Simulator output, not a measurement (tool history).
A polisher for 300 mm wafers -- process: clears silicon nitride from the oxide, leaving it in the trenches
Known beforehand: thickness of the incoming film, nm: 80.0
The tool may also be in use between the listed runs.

| run | hour | flow of slurry (ml/min) | pressure of the wafer on the pad (psi) | speed of the pad under the wafer (cm/s) | overpolish time after the end point (s) | time until the end point was called (s) |
|---|---|---|---|---|---|---|
| 1 | 0.0 | 130 | 2.7 | 110 | 47 | 80.618 |
| 2 | 6.7 | 130 | 3.3 | 110 | 47 | 65.173 |
| 3 | 10.9 | 130 | 3.3 | 110 | 50 | 63.152 |
| 4 | 15.0 | 130 | 3.1 | 110 | 50 | 69.459 |
| 5 | 20.6 | 130 | 3.3 | 114 | 50 | 62.302 |
| 6 | 28.2 | 155 | 3.3 | 114 | 50 | 60.854 |
| 7 | 32.7 | 160 | 4.0 | 130 | 50 | 45.050 |
| 8 | 34.8 | 160 | 4.0 | 132 | 50 | 43.348 |

Forecast run 9:
| 9 | 37.9 | 160 | 4.0 | 134 | 50 | ? |

Run 9 yielded time until the end point was called (s) 43.698.
